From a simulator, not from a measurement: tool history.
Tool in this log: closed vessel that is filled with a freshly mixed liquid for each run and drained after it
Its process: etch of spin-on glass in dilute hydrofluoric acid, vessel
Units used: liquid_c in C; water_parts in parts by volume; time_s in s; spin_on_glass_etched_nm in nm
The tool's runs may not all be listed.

{"run": 1, "day": 0.0, "liquid_c": 26.0, "water_parts": 130, "time_s": 100, "spin_on_glass_etched_nm": 50.084}
{"run": 2, "day": 0.104, "liquid_c": 26.0, "water_parts": 110, "time_s": 100, "spin_on_glass_etched_nm": 60.858}
{"run": 3, "day": 0.412, "liquid_c": 26.0, "water_parts": 110, "time_s": 100, "spin_on_glass_etched_nm": 60.794}
{"run": 4, "day": 0.521, "liquid_c": 29.0, "water_parts": 110, "time_s": 100, "spin_on_glass_etched_nm": 67.852}
{"run": 5, "day": 0.742, "liquid_c": 29.0, "water_parts": 110, "time_s": 100, "spin_on_glass_etched_nm": 67.597}
{"run": 6, "day": 1.079, "liquid_c": 25.5, "water_parts": 110, "time_s": 100, "spin_on_glass_etched_nm": 59.89}

Expected results for the next run?
{"run": 7, "day": 1.442, "liquid_c": 29.5, "water_parts": 100, "time_s": 100, "spin_on_glass_etched_nm": "?"}

Run 7 gave spin_on_glass_etched_nm 77.772 nm.

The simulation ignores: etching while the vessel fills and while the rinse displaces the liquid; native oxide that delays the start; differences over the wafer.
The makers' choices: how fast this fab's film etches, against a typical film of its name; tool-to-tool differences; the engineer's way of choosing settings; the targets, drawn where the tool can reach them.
